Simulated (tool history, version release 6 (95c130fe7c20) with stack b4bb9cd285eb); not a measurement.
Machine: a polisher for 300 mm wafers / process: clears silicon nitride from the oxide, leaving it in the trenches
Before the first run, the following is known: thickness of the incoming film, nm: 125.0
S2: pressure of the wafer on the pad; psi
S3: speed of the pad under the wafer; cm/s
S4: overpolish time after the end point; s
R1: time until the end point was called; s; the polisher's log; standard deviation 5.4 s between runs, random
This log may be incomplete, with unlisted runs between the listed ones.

Run 1, hour 0.0: flow of slurry (ml/min) 305, S2 2.7 psi, S3 100 cm/s, S4 21 s. Result: R1 174.61 s.
Run 2, hour 4.1: flow of slurry (ml/min) 305, S2 2.7 psi, S3 100 cm/s, S4 21 s. Result: R1 181.11 s.
Run 3, hour 13.2: flow of slurry (ml/min) 305, S2 2.6 psi, S3 100 cm/s, S4 21 s. Result: R1 187.88 s.
Run 4, hour 22.1: flow of slurry (ml/min) 355, S2 2.6 psi, S3 100 cm/s, S4 21 s. Result: R1 185.40 s.
At hour 28.8: head pressure recalibrated.
Run 5, hour 28.8: flow of slurry (ml/min) 355, S2 2.6 psi, S3 112 cm/s, S4 21 s. Result: R1 152.77 s.
Run 6, hour 33.3: flow of slurry (ml/min) 355, S2 2.6 psi, S3 138 cm/s, S4 21 s. Result: R1 123.56 s.

What will run 7 give?
Run 7, hour 37.2: flow of slurry (ml/min) 350, S2 2.4 psi, S3 134 cm/s, S4 21 s. Result: R1 ?.

R1: 132.75 s

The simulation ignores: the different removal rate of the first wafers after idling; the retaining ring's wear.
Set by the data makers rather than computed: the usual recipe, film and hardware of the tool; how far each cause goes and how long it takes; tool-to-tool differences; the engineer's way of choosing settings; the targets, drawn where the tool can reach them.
